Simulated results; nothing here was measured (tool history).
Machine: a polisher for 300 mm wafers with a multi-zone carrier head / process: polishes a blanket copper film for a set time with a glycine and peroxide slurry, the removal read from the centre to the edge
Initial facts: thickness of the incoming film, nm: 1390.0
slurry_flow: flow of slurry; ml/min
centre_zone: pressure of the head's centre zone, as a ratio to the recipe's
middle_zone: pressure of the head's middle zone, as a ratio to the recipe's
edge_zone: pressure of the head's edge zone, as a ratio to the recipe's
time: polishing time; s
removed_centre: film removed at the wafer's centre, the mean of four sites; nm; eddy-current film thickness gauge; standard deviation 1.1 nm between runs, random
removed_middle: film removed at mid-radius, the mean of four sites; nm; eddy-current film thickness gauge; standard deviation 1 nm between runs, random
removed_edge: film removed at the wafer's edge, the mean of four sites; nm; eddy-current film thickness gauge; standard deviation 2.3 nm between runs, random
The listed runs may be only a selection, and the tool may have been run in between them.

run,hour,slurry_flow,centre_zone,middle_zone,edge_zone,time,removed_centre,removed_middle,removed_edge
1,0.0,275,1.00,1.00,1.00,50,125.09,125.85,125.79
2,4.0,310,1.00,1.00,1.00,50,125.57,127.78,125.30
3,11.1,310,1.04,1.00,1.00,50,127.99,127.64,126.17
4,17.9,310,1.04,1.04,1.00,50,130.72,130.97,125.24
5,21.3,310,1.04,1.09,1.00,50,130.52,136.18,125.25
6,27.4,355,1.04,1.09,1.00,50,133.08,137.40,126.76
7,34.4,355,1.04,1.10,1.02,51,135.04,141.25,128.50
8,36.8,350,1.04,1.10,1.03,52,136.53,145.85,133.49
9,38.6,350,1.06,1.10,1.05,52,139.01,144.57,135.74
10,42.3,350,1.07,1.11,1.06,52,140.94,145.33,133.90
11,49.8,350,1.07,1.11,1.07,53,143.82,146.12,141.93
12,57.2,350,1.07,1.12,1.07,53,143.11,150.42,138.56

Forecast run 13:
13,61.3,350,1.08,1.13,1.08,53,?,?,?

removed_centre: 143.73 nm
removed_middle: 151.95 nm
removed_edge: 140.67 nm
